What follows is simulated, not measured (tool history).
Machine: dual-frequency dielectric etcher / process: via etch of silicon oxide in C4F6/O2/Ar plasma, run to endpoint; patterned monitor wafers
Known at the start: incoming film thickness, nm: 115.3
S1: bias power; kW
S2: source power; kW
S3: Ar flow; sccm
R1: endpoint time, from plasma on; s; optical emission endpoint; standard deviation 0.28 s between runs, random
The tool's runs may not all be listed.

run  hour     S1     S2   S3      R1
  1   0.0  0.444  0.340  333  27.826
  2   4.6  0.389  0.340  333  28.930
  3  10.6  0.389  0.370  333  28.554
  4  19.5  0.458  0.370  333  27.004
  5  27.4  0.391  0.370  333  28.350
  6  29.1  0.430  0.370  333  27.619
  7  35.6  0.399  0.360  340  28.919
  8  36.3  0.381  0.350  343  29.584
  9  39.9  0.367  0.350  345  30.111

Expected results for the next run?
 10  44.7  0.357  0.350  346   ?

{"run 10": {"R1": 29.647}}

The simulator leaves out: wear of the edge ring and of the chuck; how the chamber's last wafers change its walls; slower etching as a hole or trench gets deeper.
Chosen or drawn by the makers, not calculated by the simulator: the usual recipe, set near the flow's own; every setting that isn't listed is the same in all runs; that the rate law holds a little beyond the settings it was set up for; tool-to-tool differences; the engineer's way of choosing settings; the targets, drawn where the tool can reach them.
